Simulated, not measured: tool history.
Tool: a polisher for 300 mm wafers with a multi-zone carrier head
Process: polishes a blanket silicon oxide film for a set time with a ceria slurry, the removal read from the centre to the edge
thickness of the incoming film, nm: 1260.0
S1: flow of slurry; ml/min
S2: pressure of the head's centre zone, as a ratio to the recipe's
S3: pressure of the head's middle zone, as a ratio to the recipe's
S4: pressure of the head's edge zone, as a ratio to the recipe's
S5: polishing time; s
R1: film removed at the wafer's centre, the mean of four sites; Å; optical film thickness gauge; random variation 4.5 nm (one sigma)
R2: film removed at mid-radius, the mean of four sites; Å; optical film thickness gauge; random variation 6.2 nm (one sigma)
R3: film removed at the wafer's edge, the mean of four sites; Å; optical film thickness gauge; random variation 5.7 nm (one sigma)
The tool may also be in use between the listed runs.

run  hour   S1    S2    S3    S4  S5      R1      R2      R3
  1   0.0  270  1.00  1.00  1.00  56  4173.0  4171.0  4388.2
  2   3.7  325  1.00  1.00  1.00  56  4269.5  4321.9  4471.2
  3   5.9  325  1.05  1.00  1.00  56  4341.7  4314.1  4367.8
  4  12.6  320  1.05  0.98  1.02  59  4645.2  4396.7  4762.9
  5  17.0  375  1.05  0.98  1.02  59  4705.0  4442.8  4722.6
  6  20.2  375  1.10  0.98  1.02  59  4826.1  4459.3  4772.0
  7  24.7  370  1.10  0.98  1.05  60  4967.0  4637.5  4849.1
  8  29.4  370  1.08  0.96  1.06  62  4990.3  4616.1  5209.6
  9  32.3  370  1.09  0.96  1.07  63  5171.7  4656.8  5196.6
 10  33.4  370  1.08  0.95  1.08  64  5168.9  4775.5  5281.5
 11  41.3  370  1.08  0.94  1.09  65  5238.7  4886.3  5463.4

Forecast run 12:
 12  50.2  370  1.09  0.93  1.10  65   ?   ?   ?

R1: 5303.4 Å
R2: 4774.5 Å
R3: 5431.9 Å

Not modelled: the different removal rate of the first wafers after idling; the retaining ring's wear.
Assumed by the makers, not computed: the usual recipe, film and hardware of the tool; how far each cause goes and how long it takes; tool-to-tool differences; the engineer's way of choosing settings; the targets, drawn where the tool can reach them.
